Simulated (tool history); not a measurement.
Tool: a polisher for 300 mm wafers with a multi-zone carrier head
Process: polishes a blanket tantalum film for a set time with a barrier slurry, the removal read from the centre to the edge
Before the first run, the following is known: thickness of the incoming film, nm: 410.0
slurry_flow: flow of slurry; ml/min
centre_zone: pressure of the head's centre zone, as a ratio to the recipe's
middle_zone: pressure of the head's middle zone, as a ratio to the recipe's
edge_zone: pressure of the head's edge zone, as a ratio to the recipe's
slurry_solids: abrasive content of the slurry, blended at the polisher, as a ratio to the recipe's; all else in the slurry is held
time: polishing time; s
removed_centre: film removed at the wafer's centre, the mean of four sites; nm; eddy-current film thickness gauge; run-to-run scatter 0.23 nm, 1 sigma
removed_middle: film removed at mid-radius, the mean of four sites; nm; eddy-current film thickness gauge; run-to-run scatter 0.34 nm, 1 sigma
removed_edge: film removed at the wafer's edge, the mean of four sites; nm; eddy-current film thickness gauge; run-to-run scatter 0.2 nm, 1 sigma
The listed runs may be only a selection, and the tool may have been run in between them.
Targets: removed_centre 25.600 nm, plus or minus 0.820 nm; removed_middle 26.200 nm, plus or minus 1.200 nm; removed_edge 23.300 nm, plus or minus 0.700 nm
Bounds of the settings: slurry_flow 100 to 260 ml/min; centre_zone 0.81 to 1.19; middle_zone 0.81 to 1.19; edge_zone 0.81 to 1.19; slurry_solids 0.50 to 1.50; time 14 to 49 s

{"run": 1, "hour": 0.0, "slurry_flow": 165, "centre_zone": 1.0, "middle_zone": 1.0, "edge_zone": 1.0, "slurry_solids": 1.0, "time": 31, "removed_centre": 46.283, "removed_middle": 49.777, "removed_edge": 51.518}
{"run": 2, "hour": 4.9, "slurry_flow": 165, "centre_zone": 1.0, "middle_zone": 0.92, "edge_zone": 1.0, "slurry_solids": 1.0, "time": 31, "removed_centre": 45.951, "removed_middle": 46.428, "removed_edge": 51.409}
{"run": 3, "hour": 12.1, "slurry_flow": 165, "centre_zone": 1.03, "middle_zone": 0.96, "edge_zone": 0.94, "slurry_solids": 0.85, "time": 26, "removed_centre": 37.198, "removed_middle": 38.703, "removed_edge": 40.269}
{"run": 4, "hour": 15.0, "slurry_flow": 170, "centre_zone": 1.08, "middle_zone": 0.99, "edge_zone": 0.9, "slurry_solids": 0.75, "time": 22, "removed_centre": 32.583, "removed_middle": 32.812, "removed_edge": 32.116}
{"run": 5, "hour": 18.9, "slurry_flow": 165, "centre_zone": 1.09, "middle_zone": 1.01, "edge_zone": 0.87, "slurry_solids": 0.65, "time": 21, "removed_centre": 29.338, "removed_middle": 30.28, "removed_edge": 28.419}
{"hour": 20.3, "done": "centre zone pressure recalibrated"}
{"run": 6, "hour": 20.3, "slurry_flow": 165, "centre_zone": 1.04, "middle_zone": 1.01, "edge_zone": 0.87, "slurry_solids": 0.65, "time": 21, "removed_centre": 30.355, "removed_middle": 30.398, "removed_edge": 28.629}
{"run": 7, "hour": 21.0, "slurry_flow": 150, "centre_zone": 1.05, "middle_zone": 1.03, "edge_zone": 0.86, "slurry_solids": 0.6, "time": 20, "removed_centre": 27.428, "removed_middle": 27.636, "removed_edge": 26.221}
{"run": 8, "hour": 23.7, "slurry_flow": 140, "centre_zone": 1.06, "middle_zone": 1.05, "edge_zone": 0.84, "slurry_solids": 0.6, "time": 20, "removed_centre": 27.686, "removed_middle": 28.197, "removed_edge": 25.309}
{"run": 9, "hour": 30.0, "slurry_flow": 130, "centre_zone": 1.05, "middle_zone": 1.06, "edge_zone": 0.84, "slurry_solids": 0.55, "time": 20, "removed_centre": 26.344, "removed_middle": 26.533, "removed_edge": 24.396}
{"run": 10, "hour": 38.0, "slurry_flow": 125, "centre_zone": 1.05, "middle_zone": 1.07, "edge_zone": 0.83, "slurry_solids": 0.55, "time": 20, "removed_centre": 25.806, "removed_middle": 26.805, "removed_edge": 24.227}
{"run": 11, "hour": 46.4, "slurry_flow": 125, "centre_zone": 1.06, "middle_zone": 1.07, "edge_zone": 0.82, "slurry_solids": 0.55, "time": 20, "removed_centre": 26.331, "removed_middle": 27.642, "removed_edge": 24.059}
{"run": 12, "hour": 52.1, "slurry_flow": 120, "centre_zone": 1.06, "middle_zone": 1.06, "edge_zone": 0.82, "slurry_solids": 0.55, "time": 20, "removed_centre": 25.901, "removed_middle": 26.509, "removed_edge": 24.141}

Exactly one of the 5 candidate moves below puts every result within its allowed miss. Which one?
{"run": "A", "hour": 57.8, "slurry_flow": 130, "centre_zone": 1.01, "middle_zone": 1.03, "edge_zone": 0.82, "slurry_solids": 0.65, "time": 19, "removed_centre": "?", "removed_middle": "?", "removed_edge": "?"}
{"run": "B", "hour": 57.8, "slurry_flow": 140, "centre_zone": 1.14, "middle_zone": 1.09, "edge_zone": 0.83, "slurry_solids": 0.55, "time": 19, "removed_centre": "?", "removed_middle": "?", "removed_edge": "?"}
{"run": "C", "hour": 57.8, "slurry_flow": 125, "centre_zone": 1.09, "middle_zone": 0.94, "edge_zone": 0.83, "slurry_solids": 0.55, "time": 19, "removed_centre": "?", "removed_middle": "?", "removed_edge": "?"}
{"run": "D", "hour": 57.8, "slurry_flow": 165, "centre_zone": 1.12, "middle_zone": 1.05, "edge_zone": 0.81, "slurry_solids": 0.55, "time": 19, "removed_centre": "?", "removed_middle": "?", "removed_edge": "?"}
{"run": "E", "hour": 57.8, "slurry_flow": 155, "centre_zone": 1.06, "middle_zone": 1.05, "edge_zone": 0.81, "slurry_solids": 0.55, "time": 19, "removed_centre": "?", "removed_middle": "?", "removed_edge": "?"}

move=A removed_centre=25.666 removed_middle=25.773 removed_edge=25.108
move=B removed_centre=26.850 removed_middle=25.702 removed_edge=23.888
move=C removed_centre=25.367 removed_middle=22.270 removed_edge=23.627
move=D removed_centre=27.220 removed_middle=25.517 removed_edge=24.089
move=E removed_centre=25.817 removed_middle=25.293 removed_edge=23.932
A: misses by more than the last run did
B: puts the biggest miss on target and leaves a different result outside tolerance
C: puts the biggest miss on target and leaves a different result outside tolerance
D: misses by more than the last run did
E: meets every target
E meets every target.
